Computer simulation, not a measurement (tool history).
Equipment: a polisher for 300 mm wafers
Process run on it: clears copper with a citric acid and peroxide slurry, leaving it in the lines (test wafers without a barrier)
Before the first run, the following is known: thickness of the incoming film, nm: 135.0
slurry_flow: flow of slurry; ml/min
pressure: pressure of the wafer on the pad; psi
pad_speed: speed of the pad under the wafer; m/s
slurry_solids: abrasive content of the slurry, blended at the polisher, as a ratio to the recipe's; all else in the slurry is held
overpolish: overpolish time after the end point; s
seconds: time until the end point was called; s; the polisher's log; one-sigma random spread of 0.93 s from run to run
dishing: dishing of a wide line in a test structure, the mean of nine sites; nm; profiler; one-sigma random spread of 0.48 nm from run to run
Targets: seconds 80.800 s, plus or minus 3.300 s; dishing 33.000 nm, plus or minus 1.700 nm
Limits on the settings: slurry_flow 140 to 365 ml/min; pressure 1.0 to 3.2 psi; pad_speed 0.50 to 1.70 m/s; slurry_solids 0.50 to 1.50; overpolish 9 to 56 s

run 1 hour=0.0 | slurry_flow=235 pressure=2.1 pad_speed=1.10 slurry_solids=1.00 overpolish=29 | seconds=72.455 dishing=30.000
run 2 hour=6.3 | slurry_flow=235 pressure=2.1 pad_speed=1.10 slurry_solids=1.00 overpolish=30 | seconds=71.243 dishing=30.137
run 3 hour=15.1 | slurry_flow=180 pressure=2.1 pad_speed=1.10 slurry_solids=1.00 overpolish=30 | seconds=74.281 dishing=29.056
run 4 hour=21.2 | slurry_flow=180 pressure=2.1 pad_speed=1.10 slurry_solids=1.00 overpolish=32 | seconds=75.411 dishing=30.943
run 5 hour=24.5 | slurry_flow=140 pressure=2.1 pad_speed=1.10 slurry_solids=1.00 overpolish=32 | seconds=81.305 dishing=28.376
run 6 hour=27.3 | slurry_flow=140 pressure=1.9 pad_speed=1.10 slurry_solids=1.00 overpolish=32 | seconds=89.621 dishing=25.828
run 7 hour=35.2 | slurry_flow=150 pressure=1.9 pad_speed=1.10 slurry_solids=1.00 overpolish=33 | seconds=90.213 dishing=28.140
-- hour=43.5 slurry nozzle cleaned
run 8 hour=43.5 | slurry_flow=160 pressure=1.9 pad_speed=1.10 slurry_solids=1.00 overpolish=33 | seconds=80.257 dishing=30.165

Next run, 5 choices. One meets every target within its allowed miss, the rest don't. Which?
run A hour=51.8 | slurry_flow=160 pressure=2.1 pad_speed=0.98 slurry_solids=0.90 overpolish=32 | seconds=? dishing=?
run B hour=51.8 | slurry_flow=170 pressure=2.0 pad_speed=1.00 slurry_solids=1.05 overpolish=32 | seconds=? dishing=?
run C hour=51.8 | slurry_flow=165 pressure=1.8 pad_speed=1.16 slurry_solids=0.90 overpolish=32 | seconds=? dishing=?
run D hour=51.8 | slurry_flow=150 pressure=2.2 pad_speed=0.96 slurry_solids=0.95 overpolish=37 | seconds=? dishing=?
run E hour=51.8 | slurry_flow=165 pressure=2.3 pad_speed=1.04 slurry_solids=0.85 overpolish=34 | seconds=? dishing=?

move=A seconds=81.491 dishing=29.374
move=B seconds=79.775 dishing=29.736
move=C seconds=79.881 dishing=29.454
move=D seconds=79.497 dishing=33.286
move=E seconds=71.008 dishing=34.034
A: lands further from the targets than the last run did
B: lands further from the targets than the last run did
C: lands further from the targets than the last run did
D: every result lands within tolerance
E: meets the target for the result that was furthest off, but another lies outside its allowed miss
The move that meets every target is D.

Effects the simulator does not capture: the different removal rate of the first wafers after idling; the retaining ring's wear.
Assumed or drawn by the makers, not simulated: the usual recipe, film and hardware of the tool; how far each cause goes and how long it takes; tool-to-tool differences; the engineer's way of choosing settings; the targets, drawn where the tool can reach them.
